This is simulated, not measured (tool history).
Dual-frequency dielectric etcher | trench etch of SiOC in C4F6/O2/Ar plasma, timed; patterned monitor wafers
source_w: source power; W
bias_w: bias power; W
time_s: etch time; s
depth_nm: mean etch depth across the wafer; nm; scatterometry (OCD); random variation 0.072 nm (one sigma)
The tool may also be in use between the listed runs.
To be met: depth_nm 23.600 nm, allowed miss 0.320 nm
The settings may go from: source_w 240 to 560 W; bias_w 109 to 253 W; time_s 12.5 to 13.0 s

Run 1, day 0.000: source_w 400 W, bias_w 181 W, time_s 13.0 s. Result: depth_nm 28.656 nm.
Run 2, day 0.325: source_w 360 W, bias_w 174 W, time_s 13.0 s. Result: depth_nm 27.457 nm.
Run 3, day 0.508: source_w 330 W, bias_w 164 W, time_s 13.0 s. Result: depth_nm 26.176 nm.
Run 4, day 0.871: source_w 330 W, bias_w 164 W, time_s 12.5 s. Result: depth_nm 25.116 nm.
Run 5, day 0.908: source_w 360 W, bias_w 164 W, time_s 12.5 s. Result: depth_nm 25.904 nm.
Run 6, day 1.012: source_w 410 W, bias_w 164 W, time_s 12.5 s. Result: depth_nm 26.711 nm.
Run 7, day 1.371: source_w 370 W, bias_w 161 W, time_s 12.5 s. Result: depth_nm 25.958 nm.
Run 8, day 1.529: source_w 340 W, bias_w 159 W, time_s 12.5 s. Result: depth_nm 25.064 nm.
Run 9, day 1.879: source_w 320 W, bias_w 158 W, time_s 12.5 s. Result: depth_nm 24.648 nm.
Run 10, day 2.250: source_w 310 W, bias_w 157 W, time_s 12.5 s. Result: depth_nm 24.258 nm.
Run 11, day 2.421: source_w 300 W, bias_w 157 W, time_s 12.5 s. Result: depth_nm 24.158 nm.
Run 12, day 2.604: source_w 290 W, bias_w 157 W, time_s 12.5 s. Result: depth_nm 24.048 nm.

Which of these 4 next moves meets every target?
Run A, day 2.788: source_w 260 W, bias_w 163 W, time_s 12.5 s. Result: depth_nm ?.
Run B, day 2.788: source_w 290 W, bias_w 147 W, time_s 13.0 s. Result: depth_nm ?.
Run C, day 2.788: source_w 320 W, bias_w 155 W, time_s 12.5 s. Result: depth_nm ?.
Run D, day 2.788: source_w 320 W, bias_w 138 W, time_s 13.0 s. Result: depth_nm ?.

move  depth_nm
   A    23.579
   B    24.388
   C    24.531
   D    24.549
A: meets every target
B: further off than the last run
C: further off than the last run
D: further off than the last run
The right move is A.

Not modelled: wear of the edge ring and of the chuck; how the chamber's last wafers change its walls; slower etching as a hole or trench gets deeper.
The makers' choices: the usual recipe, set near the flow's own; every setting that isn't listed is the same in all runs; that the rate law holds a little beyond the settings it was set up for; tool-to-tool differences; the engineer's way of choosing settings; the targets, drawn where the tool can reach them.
